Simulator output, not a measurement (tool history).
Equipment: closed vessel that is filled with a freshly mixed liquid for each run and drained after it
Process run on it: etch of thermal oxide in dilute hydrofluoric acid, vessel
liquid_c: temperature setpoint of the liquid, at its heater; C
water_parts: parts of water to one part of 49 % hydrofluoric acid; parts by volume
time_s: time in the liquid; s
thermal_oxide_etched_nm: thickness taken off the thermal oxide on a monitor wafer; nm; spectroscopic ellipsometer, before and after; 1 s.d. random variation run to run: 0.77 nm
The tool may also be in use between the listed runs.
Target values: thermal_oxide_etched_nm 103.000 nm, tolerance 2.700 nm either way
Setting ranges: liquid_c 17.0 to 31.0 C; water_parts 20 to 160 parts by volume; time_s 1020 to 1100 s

run	hour	liquid_c	water_parts	time_s	thermal_oxide_etched_nm
1	0.0	23.0	90	1020	54.735
2	2.7	23.0	90	1100	58.423
3	12.2	23.0	90	1020	54.267
4	14.5	21.5	90	1020	50.272
5	16.9	24.5	90	1020	57.330
6	19.9	24.5	90	1100	62.253
7	22.5	26.5	80	1100	77.066
# hour 29.5: thermometer replaced
8	29.5	28.0	75	1100	83.305
9	33.3	29.0	70	1100	94.012
10	42.6	29.5	70	1100	95.312
11	49.7	30.0	70	1100	97.506
12	53.4	30.5	70	1100	100.010

Exercise: of the 4 proposed moves below, exactly one satisfies all targets within the stated allowed misses. Which move is it?
A	57.1	31.0	65	1100	?
B	57.1	31.0	65	1040	?
C	57.1	31.0	65	1095	?
D	57.1	30.5	65	1100	?

move	thermal_oxide_etched_nm
A	110.250
B	104.230
C	109.750
D	108.150
A: the result that was furthest off in the last run now lies on the other side of its target
B: meets every target
C: the result that was furthest off in the last run now lies on the other side of its target
D: the result that was furthest off in the last run now lies on the other side of its target
Correct choice: B, which meets every target

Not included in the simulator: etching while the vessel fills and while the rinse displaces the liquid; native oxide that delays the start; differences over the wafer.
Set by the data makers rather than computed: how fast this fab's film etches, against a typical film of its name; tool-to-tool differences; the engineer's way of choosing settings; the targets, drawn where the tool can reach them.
